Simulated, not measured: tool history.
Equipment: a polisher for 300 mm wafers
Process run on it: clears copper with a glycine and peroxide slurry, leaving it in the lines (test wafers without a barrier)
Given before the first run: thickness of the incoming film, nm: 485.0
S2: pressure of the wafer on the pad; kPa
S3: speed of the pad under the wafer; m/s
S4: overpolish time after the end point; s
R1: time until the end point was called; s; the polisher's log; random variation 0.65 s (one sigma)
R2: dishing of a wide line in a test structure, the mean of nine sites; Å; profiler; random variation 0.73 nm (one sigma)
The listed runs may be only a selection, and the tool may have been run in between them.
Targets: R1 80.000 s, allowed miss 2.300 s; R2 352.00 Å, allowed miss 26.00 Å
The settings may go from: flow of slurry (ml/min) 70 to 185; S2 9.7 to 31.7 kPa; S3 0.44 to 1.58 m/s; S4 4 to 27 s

{"run": 1, "hour": 0.0, "flow of slurry (ml/min)": 120, "S2": 20.7, "S3": 1.0, "S4": 14, "R1": 91.678, "R2": 521.63}
{"run": 2, "hour": 7.7, "flow of slurry (ml/min)": 130, "S2": 21.4, "S3": 1.0, "S4": 12, "R1": 87.302, "R2": 455.79}
{"run": 3, "hour": 13.6, "flow of slurry (ml/min)": 135, "S2": 21.4, "S3": 1.0, "S4": 11, "R1": 87.624, "R2": 434.62}
{"run": 4, "hour": 16.1, "flow of slurry (ml/min)": 135, "S2": 18.6, "S3": 1.0, "S4": 11, "R1": 98.889, "R2": 397.66}
{"run": 5, "hour": 23.0, "flow of slurry (ml/min)": 135, "S2": 18.6, "S3": 0.88, "S4": 11, "R1": 107.18, "R2": 368.95}
{"run": 6, "hour": 26.2, "flow of slurry (ml/min)": 140, "S2": 20.0, "S3": 0.88, "S4": 10, "R1": 101.64, "R2": 353.57}
{"run": 7, "hour": 33.2, "flow of slurry (ml/min)": 140, "S2": 20.0, "S3": 0.88, "S4": 10, "R1": 102.04, "R2": 355.36}
{"run": 8, "hour": 37.7, "flow of slurry (ml/min)": 145, "S2": 21.4, "S3": 0.88, "S4": 9, "R1": 96.082, "R2": 338.78}
{"run": 9, "hour": 43.5, "flow of slurry (ml/min)": 150, "S2": 22.1, "S3": 0.88, "S4": 9, "R1": 92.127, "R2": 343.13}

Which one of the following 5 next-run settings gets every result inside its allowed miss? There is exactly one.
{"run": "A", "hour": 49.3, "flow of slurry (ml/min)": 155, "S2": 20.7, "S3": 0.74, "S4": 10, "R1": "?", "R2": "?"}
{"run": "B", "hour": 49.3, "flow of slurry (ml/min)": 160, "S2": 22.8, "S3": 1.0, "S4": 8, "R1": "?", "R2": "?"}
{"run": "C", "hour": 49.3, "flow of slurry (ml/min)": 145, "S2": 20.7, "S3": 0.88, "S4": 11, "R1": "?", "R2": "?"}
{"run": "D", "hour": 49.3, "flow of slurry (ml/min)": 175, "S2": 15.2, "S3": 1.14, "S4": 10, "R1": "?", "R2": "?"}
{"run": "E", "hour": 49.3, "flow of slurry (ml/min)": 155, "S2": 25.5, "S3": 0.98, "S4": 8, "R1": "?", "R2": "?"}

move=A R1=108.400 R2=333.06
move=B R1=79.268 R2=360.86
move=C R1=96.318 R2=403.29
move=D R1=98.095 R2=359.27
move=E R1=73.572 R2=387.36
A: misses by more than the last run did
B: every result lands within tolerance
C: misses by more than the last run did
D: misses by more than the last run did
E: pushes the last run's worst result past its target
B meets every target.

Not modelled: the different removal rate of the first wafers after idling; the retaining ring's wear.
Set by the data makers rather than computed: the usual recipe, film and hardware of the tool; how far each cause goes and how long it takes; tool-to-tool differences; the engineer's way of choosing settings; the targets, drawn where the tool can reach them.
